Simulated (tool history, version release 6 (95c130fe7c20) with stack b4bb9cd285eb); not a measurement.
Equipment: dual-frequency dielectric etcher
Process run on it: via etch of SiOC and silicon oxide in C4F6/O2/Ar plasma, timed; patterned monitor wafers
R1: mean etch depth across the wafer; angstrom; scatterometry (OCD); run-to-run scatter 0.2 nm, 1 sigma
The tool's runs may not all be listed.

Run 1, day 0: source power (kW) 0.25, bias power (kW) 0.163, etch time (s) 77.5. Result: R1 703.18 angstrom.
Run 2, day 0.204: source power (kW) 0.26, bias power (kW) 0.163, etch time (s) 77.5. Result: R1 712.25 angstrom.
Run 3, day 0.304: source power (kW) 0.26, bias power (kW) 0.137, etch time (s) 77.5. Result: R1 673.56 angstrom.
Run 4, day 0.646: source power (kW) 0.27, bias power (kW) 0.14, etch time (s) 77.5. Result: R1 685.67 angstrom.
Run 5, day 0.896: source power (kW) 0.27, bias power (kW) 0.158, etch time (s) 77.5. Result: R1 712.52 angstrom.
Run 6, day 0.975: source power (kW) 0.28, bias power (kW) 0.16, etch time (s) 77.5. Result: R1 727.62 angstrom.
Run 7, day 1.017: source power (kW) 0.29, bias power (kW) 0.161, etch time (s) 77.5. Result: R1 740.59 angstrom.

What does the tool deliver on the next run?
At day 1.283: wet clean of the chamber.
Run 8, day 1.283: source power (kW) 0.34, bias power (kW) 0.168, etch time (s) 77.5. Result: R1 ?.

R1: 827.07 angstrom

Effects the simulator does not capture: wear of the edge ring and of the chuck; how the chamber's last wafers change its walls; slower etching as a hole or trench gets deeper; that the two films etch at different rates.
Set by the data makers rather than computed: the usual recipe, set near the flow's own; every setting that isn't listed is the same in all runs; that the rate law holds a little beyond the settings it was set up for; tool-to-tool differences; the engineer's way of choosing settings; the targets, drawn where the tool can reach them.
